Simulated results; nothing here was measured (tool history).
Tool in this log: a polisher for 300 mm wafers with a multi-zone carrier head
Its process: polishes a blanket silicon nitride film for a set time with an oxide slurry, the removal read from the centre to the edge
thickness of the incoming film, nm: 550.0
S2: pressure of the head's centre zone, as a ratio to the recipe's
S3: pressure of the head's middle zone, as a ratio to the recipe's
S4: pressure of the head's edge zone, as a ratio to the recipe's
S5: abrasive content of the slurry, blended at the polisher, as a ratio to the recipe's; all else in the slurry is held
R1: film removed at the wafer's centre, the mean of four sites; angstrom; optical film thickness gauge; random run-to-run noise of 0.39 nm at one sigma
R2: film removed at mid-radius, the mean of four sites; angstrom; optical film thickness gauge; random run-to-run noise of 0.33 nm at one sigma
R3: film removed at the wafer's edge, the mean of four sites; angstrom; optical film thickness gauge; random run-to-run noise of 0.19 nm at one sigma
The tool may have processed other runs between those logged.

{"run": 1, "day": 0.0, "flow of slurry (ml/min)": 260, "S2": 1, "S3": 1, "S4": 1, "S5": 1, "polishing time (s)": 48, "R1": 228.61, "R2": 237.87, "R3": 233.34}
{"run": 2, "day": 0.104, "flow of slurry (ml/min)": 260, "S2": 1, "S3": 1, "S4": 1, "S5": 1, "polishing time (s)": 53, "R1": 252.28, "R2": 261.77, "R3": 259.84}
{"run": 3, "day": 0.275, "flow of slurry (ml/min)": 260, "S2": 1, "S3": 0.92, "S4": 1, "S5": 1, "polishing time (s)": 53, "R1": 253.92, "R2": 245.63, "R3": 253.33}
{"run": 4, "day": 0.312, "flow of slurry (ml/min)": 260, "S2": 1, "S3": 0.92, "S4": 1.06, "S5": 1, "polishing time (s)": 53, "R1": 250.8, "R2": 242.6, "R3": 262.36}
{"run": 5, "day": 0.592, "flow of slurry (ml/min)": 260, "S2": 0.97, "S3": 0.92, "S4": 1.06, "S5": 1, "polishing time (s)": 53, "R1": 243.85, "R2": 242.23, "R3": 264.27}
{"run": 6, "day": 0.871, "flow of slurry (ml/min)": 270, "S2": 1, "S3": 0.94, "S4": 1.06, "S5": 1, "polishing time (s)": 53, "R1": 254.52, "R2": 249.98, "R3": 263.91}
{"run": 7, "day": 1.162, "flow of slurry (ml/min)": 280, "S2": 1.01, "S3": 0.95, "S4": 1.07, "S5": 1, "polishing time (s)": 53, "R1": 254.26, "R2": 251.54, "R3": 265.38}
{"run": 8, "day": 1.379, "flow of slurry (ml/min)": 285, "S2": 1.03, "S3": 0.96, "S4": 1.07, "S5": 1, "polishing time (s)": 53, "R1": 267.75, "R2": 253.74, "R3": 264.72}
{"run": 9, "day": 1.588, "flow of slurry (ml/min)": 285, "S2": 1.03, "S3": 0.96, "S4": 1.07, "S5": 1, "polishing time (s)": 53, "R1": 266.76, "R2": 251.71, "R3": 265.62}
{"run": 10, "day": 1.646, "flow of slurry (ml/min)": 290, "S2": 1.04, "S3": 0.98, "S4": 1.07, "S5": 1, "polishing time (s)": 53, "R1": 263.99, "R2": 257.58, "R3": 267.69}
{"run": 11, "day": 1.812, "flow of slurry (ml/min)": 295, "S2": 1.05, "S3": 0.99, "S4": 1.07, "S5": 1, "polishing time (s)": 53, "R1": 269.73, "R2": 260.98, "R3": 268.49}
{"run": 12, "day": 2.146, "flow of slurry (ml/min)": 295, "S2": 1.05, "S3": 0.99, "S4": 1.07, "S5": 1, "polishing time (s)": 53, "R1": 272.88, "R2": 261.3, "R3": 265.03}
{"run": 13, "day": 2.471, "flow of slurry (ml/min)": 300, "S2": 1.05, "S3": 1, "S4": 1.08, "S5": 1, "polishing time (s)": 53, "R1": 274.88, "R2": 261.45, "R3": 265.07}
{"run": 14, "day": 2.688, "flow of slurry (ml/min)": 300, "S2": 1.05, "S3": 1.01, "S4": 1.09, "S5": 1, "polishing time (s)": 53, "R1": 272.77, "R2": 264.69, "R3": 266.99}
{"run": 15, "day": 2.888, "flow of slurry (ml/min)": 300, "S2": 1.05, "S3": 1.01, "S4": 1.1, "S5": 1, "polishing time (s)": 53, "R1": 272.98, "R2": 265.46, "R3": 266.28}

Predict the results of run 16:
{"run": 16, "day": 2.946, "flow of slurry (ml/min)": 305, "S2": 1.05, "S3": 1.01, "S4": 1.1, "S5": 1, "polishing time (s)": 53, "R1": "?", "R2": "?", "R3": "?"}

R1: 260.41 angstrom
R2: 259.79 angstrom
R3: 271.15 angstrom
